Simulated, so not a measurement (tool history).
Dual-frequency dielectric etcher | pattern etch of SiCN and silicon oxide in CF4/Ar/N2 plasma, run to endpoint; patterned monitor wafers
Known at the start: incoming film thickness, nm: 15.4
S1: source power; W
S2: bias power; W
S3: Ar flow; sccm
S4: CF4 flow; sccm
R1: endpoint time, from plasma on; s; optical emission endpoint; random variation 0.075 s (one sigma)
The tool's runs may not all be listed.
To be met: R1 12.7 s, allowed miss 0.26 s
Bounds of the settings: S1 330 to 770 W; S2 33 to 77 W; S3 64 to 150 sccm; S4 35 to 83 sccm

run 1 hour=0 | S1=550 S2=55 S3=107 S4=59 | R1=16.629
run 2 hour=4.7 | S1=600 S2=55 S3=107 S4=59 | R1=15.477
run 3 hour=5.6 | S1=640 S2=55 S3=107 S4=59 | R1=14.778
run 4 hour=13 | S1=680 S2=55 S3=107 S4=59 | R1=14.079
run 5 hour=21.8 | S1=600 S2=55 S3=107 S4=59 | R1=15.475
run 6 hour=28.2 | S1=650 S2=56 S3=107 S4=59 | R1=14.567
run 7 hour=29.6 | S1=680 S2=56 S3=107 S4=59 | R1=13.917
run 8 hour=38.5 | S1=700 S2=56 S3=107 S4=59 | R1=13.632
run 9 hour=39.6 | S1=720 S2=56 S3=107 S4=59 | R1=13.282
run 10 hour=47.7 | S1=730 S2=56 S3=107 S4=59 | R1=13.19
run 11 hour=53.9 | S1=740 S2=56 S3=107 S4=59 | R1=12.989

Which of these 4 next moves meets every target?
run A hour=60.1 | S1=700 S2=66 S3=88 S4=56 | R1=?
run B hour=60.1 | S1=770 S2=49 S3=107 S4=56 | R1=?
run C hour=60.1 | S1=730 S2=61 S3=97 S4=39 | R1=?
run D hour=60.1 | S1=750 S2=60 S3=97 S4=62 | R1=?

move=A R1=12.767
move=B R1=13.15
move=C R1=13.954
move=D R1=12.301
A: meets every target
B: further off than the last run
C: further off than the last run
D: takes the result that was furthest off past its target
Move A is the one to make.
